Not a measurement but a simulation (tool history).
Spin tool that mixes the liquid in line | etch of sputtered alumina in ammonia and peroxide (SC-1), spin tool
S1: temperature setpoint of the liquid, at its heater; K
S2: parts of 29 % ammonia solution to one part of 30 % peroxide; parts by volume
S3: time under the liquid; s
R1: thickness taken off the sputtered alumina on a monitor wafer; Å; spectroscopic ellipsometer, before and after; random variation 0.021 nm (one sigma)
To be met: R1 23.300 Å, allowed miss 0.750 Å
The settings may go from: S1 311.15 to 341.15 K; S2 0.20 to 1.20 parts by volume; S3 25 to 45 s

| run | hour | S1 | S2 | S3 | R1 |
|---|---|---|---|---|---|
| 1 | 0.0 | 325.15 | 0.70 | 45 | 19.789 |
| 2 | 5.6 | 325.65 | 0.70 | 45 | 20.076 |
| 3 | 8.8 | 326.15 | 0.70 | 45 | 20.593 |
| 4 | 9.8 | 326.65 | 0.70 | 45 | 21.244 |
| 5 | 11.2 | 327.15 | 0.70 | 45 | 21.869 |
| 6 | 20.0 | 322.15 | 0.70 | 45 | 16.574 |
| 7 | 21.6 | 323.65 | 0.70 | 45 | 18.019 |
| 8 | 22.6 | 324.65 | 0.70 | 45 | 19.172 |

4 next moves are on the table. One of them brings every result within its allowed miss. Which?
| A | 23.6 | 328.15 | 0.75 | 45 | ? |
| B | 23.6 | 320.15 | 0.60 | 45 | ? |
| C | 23.6 | 330.65 | 0.60 | 45 | ? |
| D | 23.6 | 330.15 | 0.90 | 45 | ? |

| move | R1 |
|---|---|
| A | 23.097 |
| B | 14.605 |
| C | 25.796 |
| D | 26.115 |
A: meets every target
B: further off than the last run
C: takes the result that was furthest off past its target
D: takes the result that was furthest off past its target
The right move is A.
